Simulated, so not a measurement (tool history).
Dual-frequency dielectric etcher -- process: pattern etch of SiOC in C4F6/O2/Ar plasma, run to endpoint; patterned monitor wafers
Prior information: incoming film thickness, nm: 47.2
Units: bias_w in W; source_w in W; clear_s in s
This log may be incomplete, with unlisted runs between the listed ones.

{"run": 1, "hour": 0.0, "bias_w": 520, "source_w": 430, "clear_s": 15.533}
{"run": 2, "hour": 2.3, "bias_w": 594, "source_w": 430, "clear_s": 14.891}
{"run": 3, "hour": 5.5, "bias_w": 517, "source_w": 410, "clear_s": 15.888}
{"run": 4, "hour": 11.7, "bias_w": 558, "source_w": 410, "clear_s": 15.532}
{"run": 5, "hour": 14.4, "bias_w": 492, "source_w": 400, "clear_s": 16.272}
{"run": 6, "hour": 17.4, "bias_w": 544, "source_w": 400, "clear_s": 15.846}

Estimate the outcome of run 7 from the log above:
{"run": 7, "hour": 23.3, "bias_w": 440, "source_w": 370, "clear_s": "?"}

clear_s: 17.430 s
